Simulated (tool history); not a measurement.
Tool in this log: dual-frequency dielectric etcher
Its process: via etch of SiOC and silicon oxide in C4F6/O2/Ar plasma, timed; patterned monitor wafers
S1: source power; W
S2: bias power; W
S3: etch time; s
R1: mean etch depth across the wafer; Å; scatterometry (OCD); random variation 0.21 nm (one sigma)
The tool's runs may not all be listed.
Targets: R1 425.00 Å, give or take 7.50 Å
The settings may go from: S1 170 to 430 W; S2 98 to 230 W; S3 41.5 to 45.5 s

| run | day | S1 | S2 | S3 | R1 |
|---|---|---|---|---|---|
| 1 | 0.000 | 300 | 164 | 45.5 | 477.84 |
| 2 | 0.179 | 330 | 164 | 45.5 | 491.11 |
| 3 | 0.483 | 330 | 179 | 45.5 | 509.83 |
| 4 | 0.617 | 290 | 176 | 45.5 | 481.67 |
| 5 | 0.675 | 250 | 176 | 45.5 | 454.31 |
| 6 | 1.012 | 280 | 176 | 45.5 | 477.37 |
| 7 | 1.267 | 260 | 174 | 45.5 | 465.27 |
|  | 1.362 | source power generator calibrated |
| 8 | 1.362 | 200 | 167 | 45.5 | 412.97 |

5 candidate next runs follow, results not yet known. Just one meets every target within its allowed miss. Identify it.
| A | 1.458 | 200 | 158 | 45.0 | ? |
| B | 1.458 | 190 | 170 | 45.5 | ? |
| C | 1.458 | 220 | 170 | 43.5 | ? |
| D | 1.458 | 270 | 168 | 42.0 | ? |
| E | 1.458 | 240 | 174 | 42.0 | ? |

| move | R1 |
|---|---|
| A | 404.40 |
| B | 410.84 |
| C | 412.41 |
| D | 425.50 |
| E | 412.92 |
A: the biggest miss grows against the last run
B: the biggest miss grows against the last run
C: no nearer and no further than the last run
D: all results land within tolerance of their targets
E: no nearer and no further than the last run
Answer: D
